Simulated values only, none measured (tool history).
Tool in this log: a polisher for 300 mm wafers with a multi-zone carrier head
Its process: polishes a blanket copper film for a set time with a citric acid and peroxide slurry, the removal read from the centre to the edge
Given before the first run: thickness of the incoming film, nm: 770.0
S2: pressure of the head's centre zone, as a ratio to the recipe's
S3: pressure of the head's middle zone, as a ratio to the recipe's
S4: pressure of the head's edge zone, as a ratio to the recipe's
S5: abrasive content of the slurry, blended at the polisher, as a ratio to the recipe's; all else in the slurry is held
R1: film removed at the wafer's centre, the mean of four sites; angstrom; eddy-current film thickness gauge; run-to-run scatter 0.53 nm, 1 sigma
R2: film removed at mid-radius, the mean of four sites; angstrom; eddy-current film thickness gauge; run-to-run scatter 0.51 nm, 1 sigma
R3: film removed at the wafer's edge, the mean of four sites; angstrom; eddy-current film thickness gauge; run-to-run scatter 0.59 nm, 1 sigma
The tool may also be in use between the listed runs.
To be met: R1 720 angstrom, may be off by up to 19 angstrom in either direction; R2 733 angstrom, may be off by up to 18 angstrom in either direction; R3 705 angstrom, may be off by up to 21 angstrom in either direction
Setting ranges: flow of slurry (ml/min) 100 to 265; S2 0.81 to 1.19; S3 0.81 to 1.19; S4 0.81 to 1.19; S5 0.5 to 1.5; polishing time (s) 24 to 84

run 1 hour=0 | flow_of_slurry_(ml/min)=170 S2=1 S3=1 S4=1 S5=1 polishing_time_(s)=54 | R1=1322.7 R2=1333.8 R3=1312.9
run 2 hour=5 | flow_of_slurry_(ml/min)=170 S2=0.96 S3=1 S4=1 S5=1 polishing_time_(s)=54 | R1=1273.9 R2=1354.2 R3=1313.5
run 3 hour=8.3 | flow_of_slurry_(ml/min)=165 S2=0.96 S3=0.99 S4=0.98 S5=0.95 polishing_time_(s)=51 | R1=1180.2 R2=1230 R3=1211
run 4 hour=13.6 | flow_of_slurry_(ml/min)=165 S2=0.96 S3=0.99 S4=0.96 S5=0.9 polishing_time_(s)=48 | R1=1097.5 R2=1129.9 R3=1105.5
run 5 hour=19 | flow_of_slurry_(ml/min)=165 S2=0.96 S3=0.99 S4=1.02 S5=0.9 polishing_time_(s)=48 | R1=1095.5 R2=1144.9 R3=1138.4
run 6 hour=20.2 | flow_of_slurry_(ml/min)=165 S2=0.95 S3=0.99 S4=1 S5=0.85 polishing_time_(s)=46 | R1=1010.9 R2=1063.8 R3=1060.9
run 7 hour=25.3 | flow_of_slurry_(ml/min)=165 S2=0.95 S3=0.99 S4=0.98 S5=0.8 polishing_time_(s)=45 | R1=975.21 R2=1031.1 R3=1020.1
run 8 hour=33.8 | flow_of_slurry_(ml/min)=165 S2=0.95 S3=0.99 S4=0.96 S5=0.75 polishing_time_(s)=44 | R1=935.69 R2=981.11 R3=980.82
run 9 hour=36.9 | flow_of_slurry_(ml/min)=165 S2=0.95 S3=0.99 S4=0.96 S5=0.75 polishing_time_(s)=44 | R1=935.61 R2=980.28 R3=948.46
run 10 hour=39.6 | flow_of_slurry_(ml/min)=165 S2=0.94 S3=0.98 S4=0.94 S5=0.7 polishing_time_(s)=43 | R1=876.78 R2=924.22 R3=912.38
run 11 hour=42.7 | flow_of_slurry_(ml/min)=165 S2=0.94 S3=0.98 S4=0.92 S5=0.65 polishing_time_(s)=42 | R1=833.69 R2=886.47 R3=852.77
run 12 hour=44.6 | flow_of_slurry_(ml/min)=165 S2=0.94 S3=0.98 S4=0.92 S5=0.65 polishing_time_(s)=42 | R1=832.79 R2=884.9 R3=862.9
run 13 hour=47.4 | flow_of_slurry_(ml/min)=165 S2=0.94 S3=0.98 S4=0.92 S5=0.65 polishing_time_(s)=42 | R1=832.5 R2=871.52 R3=849.52
run 14 hour=50.8 | flow_of_slurry_(ml/min)=165 S2=0.94 S3=0.98 S4=0.91 S5=0.65 polishing_time_(s)=42 | R1=837.3 R2=877.68 R3=857.05
run 15 hour=54.4 | flow_of_slurry_(ml/min)=165 S2=0.94 S3=0.98 S4=0.9 S5=0.65 polishing_time_(s)=42 | R1=831.49 R2=887 R3=846.9
run 16 hour=55.9 | flow_of_slurry_(ml/min)=165 S2=0.94 S3=0.97 S4=0.89 S5=0.65 polishing_time_(s)=42 | R1=819.59 R2=868.81 R3=844.07
run 17 hour=64.2 | flow_of_slurry_(ml/min)=165 S2=0.94 S3=0.97 S4=0.88 S5=0.65 polishing_time_(s)=42 | R1=828.94 R2=870.69 R3=841.65
run 18 hour=70.8 | flow_of_slurry_(ml/min)=165 S2=0.94 S3=0.97 S4=0.87 S5=0.65 polishing_time_(s)=42 | R1=832.94 R2=875.34 R3=840.37
run 19 hour=76.4 | flow_of_slurry_(ml/min)=165 S2=0.94 S3=0.97 S4=0.86 S5=0.65 polishing_time_(s)=42 | R1=837.57 R2=868.04 R3=820.23
run 20 hour=77.6 | flow_of_slurry_(ml/min)=125 S2=0.91 S3=0.92 S4=0.81 S5=0.5 polishing_time_(s)=38 | R1=622.27 R2=640.63 R3=639.91
run 21 hour=83 | flow_of_slurry_(ml/min)=135 S2=0.91 S3=0.92 S4=0.81 S5=0.5 polishing_time_(s)=38 | R1=629.3 R2=653.94 R3=644.38
run 22 hour=90.5 | flow_of_slurry_(ml/min)=135 S2=0.91 S3=0.92 S4=0.81 S5=0.5 polishing_time_(s)=38 | R1=629.91 R2=661.71 R3=632.61
run 23 hour=99.4 | flow_of_slurry_(ml/min)=185 S2=0.94 S3=0.93 S4=0.9 S5=0.55 polishing_time_(s)=38 | R1=717.38 R2=736.5 R3=722.38

Which single option among these 5 for the next run brings every result within its allowed miss of target? Just one does.
run A hour=108.3 | flow_of_slurry_(ml/min)=195 S2=0.94 S3=0.88 S4=0.91 S5=0.5 polishing_time_(s)=40 | R1=? R2=? R3=?
run B hour=108.3 | flow_of_slurry_(ml/min)=140 S2=0.89 S3=0.92 S4=0.94 S5=0.5 polishing_time_(s)=43 | R1=? R2=? R3=?
run C hour=108.3 | flow_of_slurry_(ml/min)=190 S2=0.94 S3=0.94 S4=0.85 S5=0.5 polishing_time_(s)=39 | R1=? R2=? R3=?
run D hour=108.3 | flow_of_slurry_(ml/min)=160 S2=0.95 S3=0.98 S4=1.05 S5=0.6 polishing_time_(s)=35 | R1=? R2=? R3=?
run E hour=108.3 | flow_of_slurry_(ml/min)=195 S2=0.95 S3=0.94 S4=0.92 S5=0.55 polishing_time_(s)=38 | R1=? R2=? R3=?

move=A R1=734.7 R2=712.64 R3=734.7
move=B R1=703.29 R2=752.73 R3=770.56
move=C R1=713.65 R2=730.74 R3=692.05
move=D R1=677.54 R2=712.45 R3=725.06
move=E R1=735.27 R2=744.43 R3=730.27
A: moves away from the targets compared with the last run
B: moves away from the targets compared with the last run
C: hits every target within its allowed miss
D: the worst result of the last run now meets its target, but another is out of spec
E: moves away from the targets compared with the last run
So the answer is move C, the one that meets all the targets.
